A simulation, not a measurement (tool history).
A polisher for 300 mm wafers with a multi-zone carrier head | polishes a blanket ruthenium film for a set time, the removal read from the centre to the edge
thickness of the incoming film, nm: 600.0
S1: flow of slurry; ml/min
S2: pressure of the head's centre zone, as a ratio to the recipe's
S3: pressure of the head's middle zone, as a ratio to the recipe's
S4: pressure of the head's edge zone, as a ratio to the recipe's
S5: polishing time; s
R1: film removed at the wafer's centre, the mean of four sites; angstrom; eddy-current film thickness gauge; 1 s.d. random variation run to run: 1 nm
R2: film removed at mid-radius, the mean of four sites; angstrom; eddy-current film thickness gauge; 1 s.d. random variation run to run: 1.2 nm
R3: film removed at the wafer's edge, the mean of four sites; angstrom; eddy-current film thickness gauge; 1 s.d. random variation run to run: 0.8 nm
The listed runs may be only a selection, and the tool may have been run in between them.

{"run": 1, "hour": 0.0, "S1": 195, "S2": 1, "S3": 1, "S4": 1, "S5": 73, "R1": 740.93, "R2": 720.21, "R3": 730.13}
{"run": 2, "hour": 5.7, "S1": 195, "S2": 1, "S3": 1, "S4": 0.95, "S5": 73, "R1": 729.23, "R2": 732.23, "R3": 721.34}
{"run": 3, "hour": 6.8, "S1": 195, "S2": 1, "S3": 1, "S4": 1, "S5": 73, "R1": 729.08, "R2": 748.04, "R3": 740.24}
{"run": 4, "hour": 9.6, "S1": 195, "S2": 0.99, "S3": 0.98, "S4": 1.02, "S5": 75, "R1": 745.82, "R2": 729.97, "R3": 760.09}
{"run": 5, "hour": 13.8, "S1": 195, "S2": 0.97, "S3": 0.98, "S4": 1.04, "S5": 77, "R1": 745.88, "R2": 746.49, "R3": 793.52}
{"run": 6, "hour": 18.0, "S1": 200, "S2": 0.96, "S3": 0.98, "S4": 1.06, "S5": 79, "R1": 770.18, "R2": 789.8, "R3": 827.81}
{"run": 7, "hour": 20.1, "S1": 205, "S2": 0.95, "S3": 0.97, "S4": 1.08, "S5": 80, "R1": 761.96, "R2": 776.13, "R3": 839.5}
{"run": 8, "hour": 21.3, "S1": 205, "S2": 0.94, "S3": 0.96, "S4": 1.09, "S5": 82, "R1": 786.04, "R2": 780.53, "R3": 866.16}
{"run": 9, "hour": 22.5, "S1": 205, "S2": 0.93, "S3": 0.96, "S4": 1.1, "S5": 83, "R1": 781.28, "R2": 797.85, "R3": 892.35}
{"run": 10, "hour": 26.1, "S1": 210, "S2": 0.92, "S3": 0.96, "S4": 1.11, "S5": 84, "R1": 767.12, "R2": 838.68, "R3": 920.04}
{"run": 11, "hour": 30.0, "S1": 215, "S2": 0.92, "S3": 0.95, "S4": 1.12, "S5": 85, "R1": 802.93, "R2": 832.03, "R3": 923.6}

Run 12 has not been measured yet. What should we expect?
{"run": 12, "hour": 32.0, "S1": 215, "S2": 0.92, "S3": 0.95, "S4": 1.13, "S5": 86, "R1": "?", "R2": "?", "R3": "?"}

{"run 12": {"R1": 800.85, "R2": 805.11, "R3": 947.84}}

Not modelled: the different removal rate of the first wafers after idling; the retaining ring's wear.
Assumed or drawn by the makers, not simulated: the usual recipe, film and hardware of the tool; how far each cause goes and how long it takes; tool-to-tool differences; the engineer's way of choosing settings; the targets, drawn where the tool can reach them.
